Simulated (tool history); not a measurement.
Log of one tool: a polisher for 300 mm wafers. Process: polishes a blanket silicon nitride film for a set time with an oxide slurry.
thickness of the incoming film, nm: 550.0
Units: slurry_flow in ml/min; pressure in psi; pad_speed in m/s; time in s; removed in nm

Run 1, day 0: slurry_flow 140 ml/min, pressure 4.5 psi, pad_speed 0.94 m/s, slurry_solids 1, time 99 s. Result: removed 89.167 nm.
Run 2, day 0.138: slurry_flow 140 ml/min, pressure 4.4 psi, pad_speed 0.94 m/s, slurry_solids 1, time 99 s. Result: removed 84.831 nm.
Run 3, day 0.2: slurry_flow 140 ml/min, pressure 4.4 psi, pad_speed 0.94 m/s, slurry_solids 0.85, time 99 s. Result: removed 80.479 nm.
Run 4, day 0.283: slurry_flow 140 ml/min, pressure 4.3 psi, pad_speed 0.94 m/s, slurry_solids 0.85, time 99 s. Result: removed 78.861 nm.
Run 5, day 0.396: slurry_flow 140 ml/min, pressure 4.3 psi, pad_speed 0.94 m/s, slurry_solids 0.95, time 99 s. Result: removed 82.977 nm.
Run 6, day 0.738: slurry_flow 140 ml/min, pressure 4.3 psi, pad_speed 0.94 m/s, slurry_solids 0.95, time 99 s. Result: removed 82.75 nm.
Run 7, day 1.058: slurry_flow 140 ml/min, pressure 4.3 psi, pad_speed 0.94 m/s, slurry_solids 0.95, time 99 s. Result: removed 85.434 nm.
Run 8, day 1.35: slurry_flow 140 ml/min, pressure 4.1 psi, pad_speed 0.94 m/s, slurry_solids 0.95, time 99 s. Result: removed 80.479 nm.
Run 9, day 1.454: slurry_flow 140 ml/min, pressure 4 psi, pad_speed 0.94 m/s, slurry_solids 0.95, time 99 s. Result: removed 77.753 nm.
Run 10, day 1.692: slurry_flow 140 ml/min, pressure 3.9 psi, pad_speed 0.94 m/s, slurry_solids 0.95, time 99 s. Result: removed 75.91 nm.
Run 11, day 2.042: slurry_flow 140 ml/min, pressure 3.8 psi, pad_speed 0.94 m/s, slurry_solids 0.95, time 99 s. Result: removed 75.896 nm.

Run 12 comes next. What will it give?
Run 12, day 2.304: slurry_flow 135 ml/min, pressure 3.3 psi, pad_speed 0.94 m/s, slurry_solids 0.95, time 99 s. Result: removed ?.

{"run 12": {"removed": 63.183}}

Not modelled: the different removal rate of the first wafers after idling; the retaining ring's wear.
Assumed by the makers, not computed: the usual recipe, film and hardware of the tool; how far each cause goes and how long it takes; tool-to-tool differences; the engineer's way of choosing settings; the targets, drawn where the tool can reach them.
